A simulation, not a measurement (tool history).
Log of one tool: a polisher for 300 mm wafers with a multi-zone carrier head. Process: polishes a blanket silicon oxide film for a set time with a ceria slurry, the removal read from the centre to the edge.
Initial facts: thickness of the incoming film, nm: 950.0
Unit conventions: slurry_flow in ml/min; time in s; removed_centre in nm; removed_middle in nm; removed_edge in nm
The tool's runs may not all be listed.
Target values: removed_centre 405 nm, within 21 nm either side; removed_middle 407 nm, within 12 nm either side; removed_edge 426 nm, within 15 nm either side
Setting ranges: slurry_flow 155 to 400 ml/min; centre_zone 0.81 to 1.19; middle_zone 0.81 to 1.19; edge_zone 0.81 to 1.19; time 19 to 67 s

| run | hour | slurry_flow | centre_zone | middle_zone | edge_zone | time | removed_centre | removed_middle | removed_edge |
|---|---|---|---|---|---|---|---|---|---|
| 1 | 0 | 255 | 1 | 1 | 1 | 43 | 320.83 | 313.89 | 308.26 |
| 2 | 3.3 | 255 | 1 | 1 | 1.07 | 43 | 313.2 | 314.57 | 318.02 |
| 3 | 8.9 | 255 | 1 | 1 | 1.07 | 36 | 268.41 | 261.78 | 266.69 |
| 4 | 10.7 | 260 | 1.01 | 1 | 1.09 | 39 | 278.81 | 285.79 | 290.35 |
| 5 | 19.3 | 260 | 1.01 | 1 | 1.09 | 46 | 337.7 | 336.19 | 337.46 |
| 6 | 25.4 | 260 | 1.01 | 1 | 1.09 | 39 | 290.19 | 282.68 | 294.43 |
| 7 | 31.5 | 270 | 1.02 | 1 | 1.11 | 41 | 312.09 | 296.41 | 306.17 |
| 8 | 34 | 270 | 1.01 | 1 | 1.12 | 43 | 318.65 | 309.16 | 320.26 |

Which one of the following 4 next-run settings gets every result inside its allowed miss? There is exactly one.
| A | 36.5 | 195 | 0.92 | 0.88 | 1.19 | 56 | ? | ? | ? |
| B | 36.5 | 360 | 1.19 | 0.81 | 1.15 | 32 | ? | ? | ? |
| C | 36.5 | 300 | 1 | 0.99 | 1.18 | 55 | ? | ? | ? |
| D | 36.5 | 330 | 1.15 | 1.09 | 1.1 | 46 | ? | ? | ? |

| move | removed_centre | removed_middle | removed_edge |
|---|---|---|---|
| A | 362.08 | 360.06 | 422.3 |
| B | 279.49 | 200.03 | 245.2 |
| C | 399.46 | 401.69 | 421.75 |
| D | 386.76 | 366.58 | 342.66 |
A: nearer the targets than the last run, but a result is still out of spec
B: moves away from the targets compared with the last run
C: in spec on every target
D: nearer the targets than the last run, but a result is still out of spec
Answer: C

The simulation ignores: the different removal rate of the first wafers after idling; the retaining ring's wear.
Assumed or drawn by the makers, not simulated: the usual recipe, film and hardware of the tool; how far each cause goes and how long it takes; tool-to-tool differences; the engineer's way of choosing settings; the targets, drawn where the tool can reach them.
